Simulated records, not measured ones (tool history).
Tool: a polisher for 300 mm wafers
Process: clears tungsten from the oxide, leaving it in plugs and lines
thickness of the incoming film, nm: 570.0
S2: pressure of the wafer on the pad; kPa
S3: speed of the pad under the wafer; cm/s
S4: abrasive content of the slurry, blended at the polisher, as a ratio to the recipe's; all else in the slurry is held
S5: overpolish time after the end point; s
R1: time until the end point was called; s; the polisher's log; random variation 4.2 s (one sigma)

run 1 hour=0.0 | flow_of_slurry_(ml/min)=270 S2=31.0 S3=124 S4=1.0 S5=14 | R1=80.860
run 2 hour=4.3 | flow_of_slurry_(ml/min)=270 S2=28.3 S3=114 S4=1.0 S5=14 | R1=95.177
run 3 hour=10.1 | flow_of_slurry_(ml/min)=270 S2=28.3 S3=114 S4=1.1 S5=14 | R1=91.046
run 4 hour=12.9 | flow_of_slurry_(ml/min)=270 S2=26.2 S3=106 S4=1.1 S5=14 | R1=101.020
run 5 hour=13.7 | flow_of_slurry_(ml/min)=270 S2=24.1 S3=98 S4=1.1 S5=14 | R1=119.530
run 6 hour=19.9 | flow_of_slurry_(ml/min)=270 S2=22.8 S3=92 S4=1.1 S5=14 | R1=135.930
run 7 hour=20.9 | flow_of_slurry_(ml/min)=270 S2=21.4 S3=90 S4=1.1 S5=14 | R1=148.190
run 8 hour=23.6 | flow_of_slurry_(ml/min)=270 S2=20.0 S3=88 S4=1.1 S5=14 | R1=155.100
run 9 hour=24.4 | flow_of_slurry_(ml/min)=270 S2=19.3 S3=86 S4=1.1 S5=14 | R1=170.230
run 10 hour=28.5 | flow_of_slurry_(ml/min)=270 S2=18.6 S3=86 S4=1.1 S5=14 | R1=170.590

Forecast run 11:
run 11 hour=36.3 | flow_of_slurry_(ml/min)=270 S2=17.9 S3=86 S4=1.1 S5=14 | R1=?

Run 11 gave R1 176.090 s.
